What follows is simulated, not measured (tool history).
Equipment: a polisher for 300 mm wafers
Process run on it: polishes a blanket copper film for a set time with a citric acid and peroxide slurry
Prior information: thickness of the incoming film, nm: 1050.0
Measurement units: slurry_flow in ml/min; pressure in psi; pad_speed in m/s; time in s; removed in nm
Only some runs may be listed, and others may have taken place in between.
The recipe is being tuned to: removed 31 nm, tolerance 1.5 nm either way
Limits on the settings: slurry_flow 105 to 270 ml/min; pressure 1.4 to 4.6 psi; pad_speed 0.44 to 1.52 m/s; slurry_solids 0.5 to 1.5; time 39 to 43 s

run,hour,slurry_flow,pressure,pad_speed,slurry_solids,time,removed
1,0,175,3,0.98,1,43,73.382
2,1.1,175,3,0.98,1,43,74.398
3,3.1,175,3,0.98,1,39,66.317
4,7.5,175,3,0.98,1,39,66.992
5,15.7,175,3,0.98,1,43,73.035
6,20.3,175,3,0.98,1,43,72.02
7,21.6,175,3,0.98,1,43,73.852
8,26.3,175,2.6,0.9,1,43,58.599
9,29.2,175,2.3,0.84,1,43,50.226
10,32.8,175,2.1,0.8,1,43,43.207
11,33.9,175,1.9,0.78,1,43,39.017
12,37.6,175,1.8,0.78,1,43,37.949
13,43.2,175,1.7,0.76,1,43,34.324

Exactly one of the 4 candidate moves below puts every result within its allowed miss. Which one?
A,48.8,170,1.8,0.72,0.9,40,?
B,48.8,185,2.7,0.6,0.9,43,?
C,48.8,140,1.5,0.82,0.85,39,?
D,48.8,180,1.9,0.74,1.15,40,?

move,removed
A,30.961
B,41.003
C,27.603
D,35.741
A: all results in spec
B: misses by more than the last run did
C: pushes the last run's worst result past its target
D: misses by more than the last run did
A meets every target.
